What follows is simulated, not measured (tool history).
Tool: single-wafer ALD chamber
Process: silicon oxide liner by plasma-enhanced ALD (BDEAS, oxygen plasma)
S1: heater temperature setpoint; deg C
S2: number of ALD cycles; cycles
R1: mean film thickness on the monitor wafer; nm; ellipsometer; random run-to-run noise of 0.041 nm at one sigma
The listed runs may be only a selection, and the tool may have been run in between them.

run	day	S1	S2	R1
1	0	315	70	5.9239
2	0.329	315	64	5.4167
3	0.538	314	69	5.8427
4	0.892	314	72	6.0475
5	1.125	319	72	6.0634
6	1.483	319	75	6.2958
7	1.842	319	77	6.5052

For run 8, what comes out?
8	1.908	319	78	?

Run 8 yielded R1 6.5167 nm.
